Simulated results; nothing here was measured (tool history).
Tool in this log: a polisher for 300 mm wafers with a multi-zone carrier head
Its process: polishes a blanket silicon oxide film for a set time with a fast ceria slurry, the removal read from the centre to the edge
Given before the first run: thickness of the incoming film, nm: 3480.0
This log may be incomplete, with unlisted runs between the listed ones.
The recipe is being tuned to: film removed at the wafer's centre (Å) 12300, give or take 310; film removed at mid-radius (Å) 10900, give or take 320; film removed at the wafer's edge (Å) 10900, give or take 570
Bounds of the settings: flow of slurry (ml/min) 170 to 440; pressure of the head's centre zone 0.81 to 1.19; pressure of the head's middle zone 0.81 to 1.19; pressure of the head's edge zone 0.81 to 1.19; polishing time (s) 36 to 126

| run | hour | flow of slurry (ml/min) | pressure of the head's centre zone | pressure of the head's middle zone | pressure of the head's edge zone | polishing time (s) | film removed at the wafer's centre (Å) | film removed at mid-radius (Å) | film removed at the wafer's edge (Å) |
|---|---|---|---|---|---|---|---|---|---|
| 1 | 0 | 280 | 1 | 1 | 1 | 81 | 9091.3 | 9268.1 | 9087.6 |
| 2 | 3 | 280 | 1 | 1 | 1 | 69 | 7773 | 7799.8 | 7929.4 |
| 3 | 8.4 | 280 | 1.07 | 1 | 1 | 69 | 8260.2 | 7779.2 | 7909.5 |
| 4 | 13.2 | 290 | 1.09 | 1.01 | 1.02 | 72 | 8877.3 | 8219.9 | 8257.6 |
|  | 18.2 | slurry nozzle cleaned |
| 5 | 18.2 | 295 | 1.1 | 1.02 | 1.04 | 75 | 9510.7 | 8852.9 | 8913.1 |
| 6 | 25.5 | 310 | 1.11 | 1.03 | 1.05 | 76 | 9738 | 9101.6 | 9259.6 |
| 7 | 29 | 315 | 1.12 | 1.03 | 1.05 | 78 | 10166 | 9215.8 | 9267.1 |
| 8 | 37.3 | 325 | 1.13 | 1.04 | 1.07 | 79 | 10348 | 9462.5 | 9773.3 |
| 9 | 44.5 | 330 | 1.14 | 1.05 | 1.07 | 80 | 10522 | 9731.3 | 9732 |
| 10 | 47.3 | 330 | 1.15 | 1.05 | 1.07 | 81 | 10856 | 9719.6 | 9843.2 |
| 11 | 53.2 | 335 | 1.16 | 1.06 | 1.07 | 82 | 11008 | 9903.2 | 10023 |
| 12 | 56.8 | 335 | 1.16 | 1.06 | 1.07 | 83 | 11193 | 10045 | 9909 |
| 13 | 63.9 | 340 | 1.16 | 1.06 | 1.08 | 84 | 11372 | 10187 | 10419 |
| 14 | 70.2 | 345 | 1.16 | 1.06 | 1.08 | 85 | 11557 | 10347 | 10683 |
| 15 | 77.2 | 350 | 1.16 | 1.06 | 1.08 | 85 | 11511 | 10323 | 10533 |

Consider the 5 candidate settings below. Which is the only one whose results all fall within their allowed miss of target?
| A | 84.2 | 395 | 1.19 | 1.04 | 1.03 | 82 | ? | ? | ? |
| B | 84.2 | 355 | 1.06 | 1.03 | 1.13 | 86 | ? | ? | ? |
| C | 84.2 | 360 | 1.17 | 1.07 | 1.07 | 90 | ? | ? | ? |
| D | 84.2 | 440 | 1 | 0.81 | 1.19 | 85 | ? | ? | ? |
| E | 84.2 | 380 | 0.98 | 0.97 | 1.12 | 92 | ? | ? | ? |

| move | film removed at the wafer's centre (Å) | film removed at mid-radius (Å) | film removed at the wafer's edge (Å) |
|---|---|---|---|
| A | 11706 | 9902 | 9539.4 |
| B | 10830 | 10260 | 10385 |
| C | 12535 | 10939 | 10596 |
| D | 10259 | 9276.7 | 10670 |
| E | 10764 | 10739 | 11112 |
A: lands further from the targets than the last run did
B: lands further from the targets than the last run did
C: all results land within tolerance of their targets
D: lands further from the targets than the last run did
E: lands further from the targets than the last run did
Go with C: it meets all targets.

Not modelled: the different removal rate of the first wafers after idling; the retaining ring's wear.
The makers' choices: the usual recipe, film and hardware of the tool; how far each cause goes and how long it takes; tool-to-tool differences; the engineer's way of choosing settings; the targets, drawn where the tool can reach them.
